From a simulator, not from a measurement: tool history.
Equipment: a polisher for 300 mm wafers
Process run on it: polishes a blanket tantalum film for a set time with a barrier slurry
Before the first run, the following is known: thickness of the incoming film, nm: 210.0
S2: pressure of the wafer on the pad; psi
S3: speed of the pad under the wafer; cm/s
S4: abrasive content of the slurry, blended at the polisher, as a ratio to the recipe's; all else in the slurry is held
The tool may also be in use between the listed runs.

run 1 day=0 | flow_of_slurry_(ml/min)=205 S2=1.4 S3=116 S4=1 polishing_time_(s)=32 | film_removed_(nm)=43.796
run 2 day=0.258 | flow_of_slurry_(ml/min)=210 S2=1.7 S3=116 S4=1 polishing_time_(s)=32 | film_removed_(nm)=53.666
run 3 day=0.417 | flow_of_slurry_(ml/min)=240 S2=1.7 S3=116 S4=1 polishing_time_(s)=32 | film_removed_(nm)=54.391
run 4 day=0.683 | flow_of_slurry_(ml/min)=240 S2=1.9 S3=118 S4=1 polishing_time_(s)=32 | film_removed_(nm)=60.795
run 5 day=0.817 | flow_of_slurry_(ml/min)=240 S2=1.9 S3=118 S4=1 polishing_time_(s)=32 | film_removed_(nm)=61.25
run 6 day=0.892 | flow_of_slurry_(ml/min)=265 S2=1.9 S3=118 S4=1 polishing_time_(s)=32 | film_removed_(nm)=62.385
run 7 day=1.133 | flow_of_slurry_(ml/min)=265 S2=2 S3=120 S4=1 polishing_time_(s)=32 | film_removed_(nm)=66.255
run 8 day=1.375 | flow_of_slurry_(ml/min)=265 S2=2.1 S3=122 S4=1 polishing_time_(s)=32 | film_removed_(nm)=70.111
run 9 day=1.467 | flow_of_slurry_(ml/min)=265 S2=2.1 S3=124 S4=1 polishing_time_(s)=32 | film_removed_(nm)=71.581

The next listed run, before its measurement:
run 10 day=1.517 | flow_of_slurry_(ml/min)=265 S2=2.1 S3=126 S4=1 polishing_time_(s)=32 | film_removed_(nm)=?

{"run 10": {"film removed (nm)": 73.314}}

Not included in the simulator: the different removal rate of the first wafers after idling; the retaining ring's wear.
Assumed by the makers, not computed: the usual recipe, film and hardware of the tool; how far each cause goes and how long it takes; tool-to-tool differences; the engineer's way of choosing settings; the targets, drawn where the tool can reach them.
